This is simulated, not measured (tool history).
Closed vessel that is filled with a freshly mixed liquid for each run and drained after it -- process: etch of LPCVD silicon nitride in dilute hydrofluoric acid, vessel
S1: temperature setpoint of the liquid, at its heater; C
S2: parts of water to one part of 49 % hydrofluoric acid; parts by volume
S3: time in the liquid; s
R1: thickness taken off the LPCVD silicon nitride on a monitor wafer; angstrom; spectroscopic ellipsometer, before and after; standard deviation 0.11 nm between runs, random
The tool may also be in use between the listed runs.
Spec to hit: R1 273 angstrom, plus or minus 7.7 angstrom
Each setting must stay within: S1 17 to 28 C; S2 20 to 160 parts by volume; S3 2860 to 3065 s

run 1 hour=0 | S1=20 S2=90 S3=2860 | R1=108.75
run 2 hour=5.7 | S1=21.5 S2=85 S3=2860 | R1=127.76
run 3 hour=13.8 | S1=21.5 S2=75 S3=2860 | R1=144.22
run 4 hour=18.8 | S1=22.5 S2=70 S3=2860 | R1=166.69
run 5 hour=22.6 | S1=22.5 S2=70 S3=3065 | R1=177.38
run 6 hour=27.3 | S1=23.5 S2=70 S3=3065 | R1=190.51
run 7 hour=32.5 | S1=24 S2=70 S3=3065 | R1=196.24
run 8 hour=36.4 | S1=24.5 S2=70 S3=3065 | R1=203.4
run 9 hour=45.4 | S1=25 S2=70 S3=3065 | R1=210.48
run 10 hour=50.9 | S1=25.5 S2=70 S3=3065 | R1=218.16

4 candidate next runs follow, results not yet known. Just one meets every target within its allowed miss. Identify it.
run A hour=56.4 | S1=24 S2=50 S3=3065 | R1=?
run B hour=56.4 | S1=23 S2=50 S3=3065 | R1=?
run C hour=56.4 | S1=26.5 S2=55 S3=3065 | R1=?
run D hour=56.4 | S1=25.5 S2=80 S3=2865 | R1=?

move=A R1=272.37
move=B R1=254.28
move=C R1=293.93
move=D R1=177.8
A: meets every target
B: nearer than the last run, and not there yet
C: moves the result that the last run missed by most past its target, out the other side
D: misses by more than the last run did
Correct choice: A, which meets every target
